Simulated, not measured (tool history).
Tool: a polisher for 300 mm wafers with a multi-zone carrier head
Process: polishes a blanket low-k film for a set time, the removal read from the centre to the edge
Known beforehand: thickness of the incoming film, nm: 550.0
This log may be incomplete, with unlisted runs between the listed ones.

| run | hour | flow of slurry (ml/min) | pressure of the head's centre zone | pressure of the head's middle zone | pressure of the head's edge zone | abrasive content of the slurry | polishing time (s) | film removed at the wafer's centre (angstrom) | film removed at mid-radius (angstrom) | film removed at the wafer's edge (angstrom) |
|---|---|---|---|---|---|---|---|---|---|---|
| 1 | 0.0 | 140 | 1.00 | 1.00 | 1.00 | 1.0 | 39 | 104.800 | 107.360 | 104.340 |
| 2 | 7.9 | 135 | 0.99 | 1.00 | 0.99 | 1.0 | 39 | 106.900 | 106.660 | 106.340 |
| 3 | 9.4 | 135 | 0.99 | 1.00 | 0.99 | 1.0 | 33 | 88.736 | 88.561 | 88.405 |
| 4 | 14.0 | 135 | 0.99 | 1.00 | 0.92 | 1.0 | 33 | 90.838 | 88.739 | 87.473 |
| 5 | 21.8 | 135 | 0.93 | 1.00 | 0.92 | 1.0 | 33 | 81.882 | 88.830 | 84.518 |
| 6 | 26.4 | 135 | 0.93 | 1.07 | 0.92 | 1.0 | 33 | 81.887 | 97.569 | 86.324 |
| 7 | 32.7 | 135 | 0.94 | 1.06 | 0.93 | 1.0 | 33 | 85.513 | 92.589 | 87.246 |
| 8 | 33.5 | 135 | 0.94 | 1.06 | 0.94 | 1.0 | 33 | 86.069 | 91.992 | 87.017 |
| 9 | 37.8 | 135 | 0.94 | 1.06 | 0.95 | 1.0 | 33 | 83.110 | 94.270 | 87.148 |
| 10 | 41.5 | 135 | 0.94 | 1.06 | 0.96 | 1.0 | 33 | 84.644 | 93.266 | 88.024 |
| 11 | 43.4 | 135 | 0.94 | 1.06 | 0.97 | 1.0 | 33 | 84.700 | 94.240 | 89.075 |

Expected results for the next run?
| 12 | 45.0 | 135 | 0.94 | 1.06 | 0.98 | 1.0 | 33 | ? | ? | ? |

film removed at the wafer's centre (angstrom): 85.143
film removed at mid-radius (angstrom): 92.924
film removed at the wafer's edge (angstrom): 89.490

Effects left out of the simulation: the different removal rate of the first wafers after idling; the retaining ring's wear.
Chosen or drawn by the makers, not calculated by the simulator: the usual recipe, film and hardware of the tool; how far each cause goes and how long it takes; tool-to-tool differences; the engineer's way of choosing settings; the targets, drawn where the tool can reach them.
